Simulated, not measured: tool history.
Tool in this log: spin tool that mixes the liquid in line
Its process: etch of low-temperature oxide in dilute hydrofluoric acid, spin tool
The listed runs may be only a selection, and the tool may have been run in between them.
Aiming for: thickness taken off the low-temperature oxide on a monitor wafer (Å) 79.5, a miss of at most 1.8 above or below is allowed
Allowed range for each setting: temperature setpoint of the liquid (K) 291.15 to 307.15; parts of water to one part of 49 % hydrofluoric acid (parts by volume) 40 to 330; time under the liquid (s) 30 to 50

run,hour,temperature setpoint of the liquid (K),parts of water to one part of 49 % hydrofluoric acid (parts by volume),time under the liquid (s),thickness taken off the low-temperature oxide on a monitor wafer (Å)
1,0,299.15,185,50,43.425
2,2.6,301.65,170,50,52.756
3,5.2,303.15,160,50,59.567
4,10.8,304.15,155,50,63.971
5,16.9,304.15,210,50,43.987
6,24.6,305.15,190,50,51.21
7,32.4,305.65,175,50,58.156
8,35.3,307.15,130,50,87.662
9,41,306.65,130,50,86.582
10,44.5,306.15,130,50,84.495
11,45.4,306.15,130,50,84.61
12,46.7,305.65,130,50,82.903
13,49.4,305.15,130,50,82.734

Of the 4 settings listed for the next run, only one would bring every result within its allowed miss of target. Which one?
A,52.1,307.15,130,50,?
B,52.1,303.15,115,50,?
C,52.1,306.65,140,50,?
D,52.1,302.65,115,50,?

move,thickness taken off the low-temperature oxide on a monitor wafer (Å)
A,88.36
B,88.34
C,79.459
D,86.717
A: lands further from the targets than the last run did
B: lands further from the targets than the last run did
C: each result inside its tolerance
D: lands further from the targets than the last run did
The right move is C.
